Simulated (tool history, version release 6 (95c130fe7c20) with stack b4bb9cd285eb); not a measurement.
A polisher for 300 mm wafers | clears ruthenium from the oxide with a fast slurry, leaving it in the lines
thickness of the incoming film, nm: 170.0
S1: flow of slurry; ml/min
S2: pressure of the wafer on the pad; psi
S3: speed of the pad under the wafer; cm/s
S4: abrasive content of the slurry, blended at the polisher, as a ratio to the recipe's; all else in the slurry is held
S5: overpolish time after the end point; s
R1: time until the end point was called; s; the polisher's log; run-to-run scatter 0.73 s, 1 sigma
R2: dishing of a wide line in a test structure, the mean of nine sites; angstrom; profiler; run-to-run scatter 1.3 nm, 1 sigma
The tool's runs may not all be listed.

{"run": 1, "hour": 0.0, "S1": 215, "S2": 3.2, "S3": 90, "S4": 1.0, "S5": 27, "R1": 43.173, "R2": 736.3}
{"run": 2, "hour": 4.3, "S1": 215, "S2": 3.2, "S3": 90, "S4": 1.0, "S5": 33, "R1": 42.535, "R2": 879.65}
{"run": 3, "hour": 10.0, "S1": 215, "S2": 3.2, "S3": 90, "S4": 0.8, "S5": 33, "R1": 48.588, "R2": 841.85}
{"run": 4, "hour": 16.6, "S1": 215, "S2": 2.9, "S3": 90, "S4": 0.8, "S5": 32, "R1": 50.66, "R2": 749.59}
{"run": 5, "hour": 19.2, "S1": 215, "S2": 2.9, "S3": 90, "S4": 0.8, "S5": 22, "R1": 50.554, "R2": 527.71}
{"run": 6, "hour": 24.4, "S1": 215, "S2": 2.6, "S3": 90, "S4": 0.8, "S5": 25, "R1": 55.19, "R2": 561.6}
{"run": 7, "hour": 33.2, "S1": 215, "S2": 2.4, "S3": 90, "S4": 0.8, "S5": 26, "R1": 57.727, "R2": 544.71}
{"run": 8, "hour": 41.4, "S1": 215, "S2": 2.4, "S3": 90, "S4": 0.8, "S5": 26, "R1": 58.879, "R2": 545.12}
{"run": 9, "hour": 45.7, "S1": 215, "S2": 2.3, "S3": 90, "S4": 0.8, "S5": 27, "R1": 60.91, "R2": 560.26}

Run 10, settings as shown, results not yet in. Your forecast:
{"run": 10, "hour": 47.5, "S1": 215, "S2": 2.2, "S3": 90, "S4": 0.8, "S5": 27, "R1": "?", "R2": "?"}

R1: 62.470 s
R2: 536.17 angstrom
